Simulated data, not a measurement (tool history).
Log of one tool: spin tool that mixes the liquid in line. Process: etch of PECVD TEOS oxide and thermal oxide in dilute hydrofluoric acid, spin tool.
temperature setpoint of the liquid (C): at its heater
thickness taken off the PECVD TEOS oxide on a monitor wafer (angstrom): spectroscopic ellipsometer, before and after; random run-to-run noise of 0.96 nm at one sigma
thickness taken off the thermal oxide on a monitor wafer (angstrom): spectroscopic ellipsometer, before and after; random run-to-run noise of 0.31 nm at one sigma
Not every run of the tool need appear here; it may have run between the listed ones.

run	hour	temperature setpoint of the liquid (C)	parts of water to one part of 49 % hydrofluoric acid (parts by volume)	time under the liquid (s)	thickness taken off the PECVD TEOS oxide on a monitor wafer (angstrom)	thickness taken off the thermal oxide on a monitor wafer (angstrom)
1	0	25	100	180	269.68	103.76
2	5.8	27.5	75	185	419.52	164.84
3	8.3	29	60	185	563.69	224.07
4	13	30	50	185	713.92	283.36
5	15	30	40	185	896.65	359.38
6	21.8	30	20	185	1915.7	724.7
7	28.9	30.5	25	185	1521.9	601.09
8	33.9	30	30	185	1252.8	488.68
9	39.8	30	35	185	1028.7	406.97
10	45	30	40	185	892.18	364.23

Run 11 comes next. What will it give?
11	52	29.5	40	185	?	?

Run 11 produced thickness taken off the PECVD TEOS oxide on a monitor wafer (angstrom) 897.87, thickness taken off the thermal oxide on a monitor wafer (angstrom) 349.54.

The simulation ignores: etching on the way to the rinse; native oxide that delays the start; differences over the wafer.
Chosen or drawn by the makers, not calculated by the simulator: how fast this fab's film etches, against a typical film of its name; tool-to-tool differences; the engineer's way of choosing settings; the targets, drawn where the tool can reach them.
